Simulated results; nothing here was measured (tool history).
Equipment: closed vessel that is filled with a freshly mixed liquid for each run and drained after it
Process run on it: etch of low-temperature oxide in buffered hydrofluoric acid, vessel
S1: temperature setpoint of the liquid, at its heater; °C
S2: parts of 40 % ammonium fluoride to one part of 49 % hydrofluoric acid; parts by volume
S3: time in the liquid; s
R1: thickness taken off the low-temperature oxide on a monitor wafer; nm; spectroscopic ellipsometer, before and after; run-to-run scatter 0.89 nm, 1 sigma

run,hour,S1,S2,S3,R1
1,0.0,25.0,18.5,95,194.55
2,2.2,25.0,18.5,105,212.24
3,9.0,25.0,18.5,105,214.56
4,10.1,24.0,18.5,105,201.14
5,17.8,24.0,15.0,105,248.27
6,21.4,26.5,15.0,105,285.28
7,27.3,24.0,15.0,105,247.00
8,29.1,22.0,15.0,105,220.35
9,35.7,20.5,15.0,105,206.43
10,45.0,19.5,15.0,105,193.79
11,50.4,19.0,15.0,105,189.26

What will run 12 give?
12,53.3,18.5,15.0,105,?

R1: 182.45 nm

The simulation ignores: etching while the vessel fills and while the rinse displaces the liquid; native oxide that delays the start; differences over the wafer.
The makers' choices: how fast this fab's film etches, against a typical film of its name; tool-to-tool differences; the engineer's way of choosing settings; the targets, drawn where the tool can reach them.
